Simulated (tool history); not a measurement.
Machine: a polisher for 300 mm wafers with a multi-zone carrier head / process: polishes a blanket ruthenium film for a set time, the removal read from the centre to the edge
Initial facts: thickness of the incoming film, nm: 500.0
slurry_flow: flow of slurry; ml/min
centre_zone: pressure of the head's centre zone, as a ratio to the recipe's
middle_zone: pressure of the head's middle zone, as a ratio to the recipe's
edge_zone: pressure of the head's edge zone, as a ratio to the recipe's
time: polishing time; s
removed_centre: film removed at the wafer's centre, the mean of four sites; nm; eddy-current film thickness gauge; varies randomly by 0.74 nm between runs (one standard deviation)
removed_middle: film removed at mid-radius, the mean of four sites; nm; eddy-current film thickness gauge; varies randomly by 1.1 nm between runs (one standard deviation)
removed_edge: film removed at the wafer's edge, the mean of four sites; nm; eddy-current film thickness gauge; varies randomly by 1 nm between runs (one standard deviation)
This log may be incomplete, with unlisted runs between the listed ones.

Run 1, hour 0.0: slurry_flow 180 ml/min, centre_zone 1.00, middle_zone 1.00, edge_zone 1.00, time 51 s. Result: removed_centre 51.799 nm, removed_middle 52.598 nm, removed_edge 53.318 nm.
Run 2, hour 3.6: slurry_flow 180 ml/min, centre_zone 1.03, middle_zone 1.00, edge_zone 1.00, time 51 s. Result: removed_centre 54.235 nm, removed_middle 52.576 nm, removed_edge 51.962 nm.
Run 3, hour 10.8: slurry_flow 190 ml/min, centre_zone 1.03, middle_zone 0.98, edge_zone 1.04, time 57 s. Result: removed_centre 60.147 nm, removed_middle 58.423 nm, removed_edge 60.433 nm.
Run 4, hour 14.8: slurry_flow 195 ml/min, centre_zone 1.05, middle_zone 0.97, edge_zone 1.07, time 61 s. Result: removed_centre 66.470 nm, removed_middle 63.834 nm, removed_edge 64.631 nm.
Run 5, hour 19.6: slurry_flow 195 ml/min, centre_zone 1.05, middle_zone 1.02, edge_zone 1.07, time 61 s. Result: removed_centre 66.632 nm, removed_middle 66.870 nm, removed_edge 65.924 nm.
Run 6, hour 20.6: slurry_flow 195 ml/min, centre_zone 0.97, middle_zone 1.02, edge_zone 1.07, time 61 s. Result: removed_centre 61.073 nm, removed_middle 66.698 nm, removed_edge 66.697 nm.
Run 7, hour 23.9: slurry_flow 200 ml/min, centre_zone 1.00, middle_zone 0.98, edge_zone 1.10, time 64 s. Result: removed_centre 66.688 nm, removed_middle 67.302 nm, removed_edge 70.881 nm.

The next listed run, before its measurement:
Run 8, hour 29.2: slurry_flow 210 ml/min, centre_zone 1.02, middle_zone 0.97, edge_zone 1.12, time 66 s. Result: removed_centre ?, removed_middle ?, removed_edge ?.

{"run 8": {"removed_centre": 70.233, "removed_middle": 69.64, "removed_edge": 73.693}}

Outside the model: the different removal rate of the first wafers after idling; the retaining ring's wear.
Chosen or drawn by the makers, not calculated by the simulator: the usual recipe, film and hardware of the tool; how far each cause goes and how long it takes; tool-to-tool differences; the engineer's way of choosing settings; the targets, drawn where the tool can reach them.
